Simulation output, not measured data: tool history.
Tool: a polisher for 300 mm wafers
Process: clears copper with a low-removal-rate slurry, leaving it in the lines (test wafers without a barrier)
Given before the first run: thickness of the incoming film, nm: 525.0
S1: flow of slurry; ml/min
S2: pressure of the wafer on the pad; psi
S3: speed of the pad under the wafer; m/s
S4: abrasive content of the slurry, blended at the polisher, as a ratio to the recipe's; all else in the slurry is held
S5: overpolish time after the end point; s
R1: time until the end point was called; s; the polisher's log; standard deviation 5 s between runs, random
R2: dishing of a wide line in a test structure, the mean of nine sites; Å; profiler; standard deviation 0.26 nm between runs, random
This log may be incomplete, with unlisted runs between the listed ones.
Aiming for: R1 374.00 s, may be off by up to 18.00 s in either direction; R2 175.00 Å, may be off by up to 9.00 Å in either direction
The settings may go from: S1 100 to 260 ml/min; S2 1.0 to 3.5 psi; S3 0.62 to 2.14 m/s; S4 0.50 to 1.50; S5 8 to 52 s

| run | day | S1 | S2 | S3 | S4 | S5 | R1 | R2 |
|---|---|---|---|---|---|---|---|---|
| 1 | 0.000 | 165 | 2.2 | 1.38 | 1.00 | 26 | 145.14 | 565.91 |
| 2 | 0.242 | 165 | 2.2 | 1.38 | 1.00 | 36 | 142.45 | 701.85 |
| 3 | 0.404 | 165 | 2.1 | 1.30 | 1.00 | 32 | 161.39 | 611.06 |
| 4 | 0.625 | 155 | 2.0 | 1.28 | 0.95 | 29 | 175.75 | 512.60 |
| 5 | 0.812 | 155 | 2.5 | 1.28 | 0.95 | 29 | 144.52 | 627.68 |
| 6 | 0.858 | 160 | 2.3 | 1.22 | 0.90 | 26 | 156.43 | 527.20 |
| 7 | 0.979 | 120 | 1.7 | 0.84 | 0.85 | 13 | 318.06 | 152.49 |
| 8 | 1.004 | 120 | 1.7 | 0.84 | 0.85 | 14 | 332.14 | 168.74 |
| 9 | 1.333 | 120 | 1.7 | 0.84 | 0.85 | 15 | 322.77 | 178.61 |
| 10 | 1.433 | 115 | 1.3 | 0.82 | 0.85 | 19 | 438.43 | 171.21 |
| 11 | 1.771 | 120 | 1.3 | 0.82 | 0.85 | 19 | 430.28 | 169.74 |
| 12 | 1.962 | 125 | 1.3 | 0.82 | 0.85 | 19 | 434.34 | 169.98 |
| 13 | 2.288 | 130 | 1.3 | 0.82 | 0.85 | 19 | 418.52 | 171.16 |
| 14 | 2.579 | 135 | 1.3 | 0.82 | 0.85 | 19 | 426.70 | 169.65 |

Which of these 5 next moves meets every target?
| A | 2.871 | 135 | 1.2 | 1.02 | 0.75 | 16 | ? | ? |
| B | 2.871 | 140 | 1.3 | 0.72 | 0.85 | 20 | ? | ? |
| C | 2.871 | 130 | 1.5 | 0.92 | 0.85 | 15 | ? | ? |
| D | 2.871 | 140 | 1.6 | 0.70 | 1.20 | 14 | ? | ? |
| E | 2.871 | 120 | 1.6 | 0.80 | 0.75 | 17 | ? | ? |

| move | R1 | R2 |
|---|---|---|
| A | 384.17 | 164.32 |
| B | 479.80 | 165.01 |
| C | 337.58 | 175.94 |
| D | 378.65 | 148.90 |
| E | 376.33 | 179.07 |
A: puts the biggest miss on target and leaves a different result outside tolerance
B: the biggest miss grows against the last run
C: carries the result that was furthest off beyond its target, to the other side
D: puts the biggest miss on target and leaves a different result outside tolerance
E: hits every target within its allowed miss
Correct choice: E, which meets every target

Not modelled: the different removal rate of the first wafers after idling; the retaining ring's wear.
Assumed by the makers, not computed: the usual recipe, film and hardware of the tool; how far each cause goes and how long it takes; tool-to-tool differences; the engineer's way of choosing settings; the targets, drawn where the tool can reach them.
